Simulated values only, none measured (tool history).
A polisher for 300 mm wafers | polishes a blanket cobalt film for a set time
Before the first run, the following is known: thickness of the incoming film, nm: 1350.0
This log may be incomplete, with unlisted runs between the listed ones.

run	hour	flow of slurry (ml/min)	pressure of the wafer on the pad (psi)	speed of the pad under the wafer (cm/s)	polishing time (s)	film removed (angstrom)
1	0.0	205	1.2	100	35	1001.70
2	3.2	175	1.2	100	35	995.90
3	8.9	175	1.2	100	35	979.56
4	10.0	175	1.3	100	35	1036.20
5	12.3	155	1.3	100	35	1043.50
6	15.0	155	1.3	84	35	887.72
7	19.6	155	1.4	86	35	997.68
8	25.1	155	1.5	86	35	1041.40

Run 9, settings as shown, results not yet in. Your forecast:
9	32.7	155	1.6	88	35	?

film removed (angstrom): 1131.40
